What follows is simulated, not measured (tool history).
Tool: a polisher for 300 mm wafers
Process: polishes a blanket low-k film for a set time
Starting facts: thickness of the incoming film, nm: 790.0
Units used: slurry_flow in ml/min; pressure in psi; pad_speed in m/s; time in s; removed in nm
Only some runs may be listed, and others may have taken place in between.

run 1 day=0.000 | slurry_flow=145 pressure=2.1 pad_speed=1.1 slurry_solids=1.0 time=47 | removed=21.494
run 2 day=0.188 | slurry_flow=145 pressure=2.1 pad_speed=1.1 slurry_solids=1.1 time=47 | removed=22.613
run 3 day=0.392 | slurry_flow=130 pressure=2.1 pad_speed=1.1 slurry_solids=1.1 time=47 | removed=22.480
run 4 day=0.754 | slurry_flow=130 pressure=2.3 pad_speed=1.1 slurry_solids=1.1 time=47 | removed=24.341
run 5 day=0.904 | slurry_flow=135 pressure=2.4 pad_speed=1.1 slurry_solids=1.1 time=47 | removed=25.410
run 6 day=1.254 | slurry_flow=135 pressure=2.4 pad_speed=1.1 slurry_solids=1.1 time=47 | removed=25.882
run 7 day=1.617 | slurry_flow=140 pressure=2.5 pad_speed=1.1 slurry_solids=1.1 time=47 | removed=27.024

Predict the results of run 8:
run 8 day=1.967 | slurry_flow=145 pressure=2.6 pad_speed=1.1 slurry_solids=1.1 time=47 | removed=?

removed: 27.899 nm

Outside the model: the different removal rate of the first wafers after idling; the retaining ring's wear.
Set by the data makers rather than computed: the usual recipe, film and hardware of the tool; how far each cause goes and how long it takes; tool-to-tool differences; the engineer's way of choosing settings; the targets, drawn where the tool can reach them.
